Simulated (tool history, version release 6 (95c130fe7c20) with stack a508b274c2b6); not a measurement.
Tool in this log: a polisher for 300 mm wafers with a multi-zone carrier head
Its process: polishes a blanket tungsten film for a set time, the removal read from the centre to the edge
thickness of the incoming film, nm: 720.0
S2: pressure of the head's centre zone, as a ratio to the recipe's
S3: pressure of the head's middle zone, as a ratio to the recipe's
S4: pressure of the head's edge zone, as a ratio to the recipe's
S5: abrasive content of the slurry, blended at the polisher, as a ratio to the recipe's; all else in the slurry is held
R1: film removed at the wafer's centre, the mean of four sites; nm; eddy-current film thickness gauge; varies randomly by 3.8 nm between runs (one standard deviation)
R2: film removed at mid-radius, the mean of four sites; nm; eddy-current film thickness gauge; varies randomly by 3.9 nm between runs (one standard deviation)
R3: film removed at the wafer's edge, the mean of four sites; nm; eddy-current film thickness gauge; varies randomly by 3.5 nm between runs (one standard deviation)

{"run": 1, "hour": 0.0, "flow of slurry (ml/min)": 215, "S2": 1, "S3": 1, "S4": 1, "S5": 1, "polishing time (s)": 76, "R1": 206.4, "R2": 213.33, "R3": 211.06}
{"run": 2, "hour": 0.6, "flow of slurry (ml/min)": 220, "S2": 1, "S3": 1.01, "S4": 1.02, "S5": 1.1, "polishing time (s)": 80, "R1": 221.2, "R2": 223.17, "R3": 231.16}
{"run": 3, "hour": 6.2, "flow of slurry (ml/min)": 225, "S2": 0.99, "S3": 1.03, "S4": 1.02, "S5": 1.15, "polishing time (s)": 84, "R1": 232.82, "R2": 245.95, "R3": 243.9}
{"run": 4, "hour": 11.9, "flow of slurry (ml/min)": 225, "S2": 0.99, "S3": 1.05, "S4": 1.04, "S5": 1.2, "polishing time (s)": 87, "R1": 247.79, "R2": 259.91, "R3": 255.38}
{"run": 5, "hour": 19.5, "flow of slurry (ml/min)": 230, "S2": 0.98, "S3": 1.06, "S4": 1.05, "S5": 1.25, "polishing time (s)": 90, "R1": 251.42, "R2": 273.99, "R3": 266.87}
{"run": 6, "hour": 22.5, "flow of slurry (ml/min)": 230, "S2": 0.98, "S3": 1.06, "S4": 1.06, "S5": 1.3, "polishing time (s)": 93, "R1": 262.63, "R2": 286.41, "R3": 277.45}
{"run": 7, "hour": 29.7, "flow of slurry (ml/min)": 230, "S2": 0.97, "S3": 1.06, "S4": 1.07, "S5": 1.35, "polishing time (s)": 96, "R1": 273.18, "R2": 293.14, "R3": 296.89}

What will run 8 give?
{"run": 8, "hour": 31.1, "flow of slurry (ml/min)": 235, "S2": 0.97, "S3": 1.07, "S4": 1.08, "S5": 1.35, "polishing time (s)": 98, "R1": "?", "R2": "?", "R3": "?"}

R1: 282.55 nm
R2: 313.09 nm
R3: 302.03 nm
